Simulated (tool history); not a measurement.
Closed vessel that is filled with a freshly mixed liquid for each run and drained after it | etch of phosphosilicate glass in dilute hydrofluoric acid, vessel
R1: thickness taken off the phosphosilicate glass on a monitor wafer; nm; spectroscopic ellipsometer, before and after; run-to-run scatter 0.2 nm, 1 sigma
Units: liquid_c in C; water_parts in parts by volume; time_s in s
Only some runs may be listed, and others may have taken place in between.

Run 1, hour 0.0: liquid_c 26.0 C, water_parts 195 parts by volume, time_s 85 s. Result: R1 39.471 nm.
Run 2, hour 7.5: liquid_c 24.0 C, water_parts 215 parts by volume, time_s 85 s. Result: R1 32.800 nm.
Run 3, hour 15.6: liquid_c 24.0 C, water_parts 215 parts by volume, time_s 95 s. Result: R1 36.126 nm.
Run 4, hour 16.6: liquid_c 24.0 C, water_parts 215 parts by volume, time_s 85 s. Result: R1 32.434 nm.
Run 5, hour 21.4: liquid_c 24.0 C, water_parts 215 parts by volume, time_s 95 s. Result: R1 37.046 nm.
Run 6, hour 25.3: liquid_c 24.0 C, water_parts 180 parts by volume, time_s 95 s. Result: R1 45.048 nm.

What does the tool deliver on the next run?
At hour 26.9: thermometer replaced.
Run 7, hour 26.9: liquid_c 22.5 C, water_parts 210 parts by volume, time_s 95 s. Result: R1 ?.

R1: 37.333 nm

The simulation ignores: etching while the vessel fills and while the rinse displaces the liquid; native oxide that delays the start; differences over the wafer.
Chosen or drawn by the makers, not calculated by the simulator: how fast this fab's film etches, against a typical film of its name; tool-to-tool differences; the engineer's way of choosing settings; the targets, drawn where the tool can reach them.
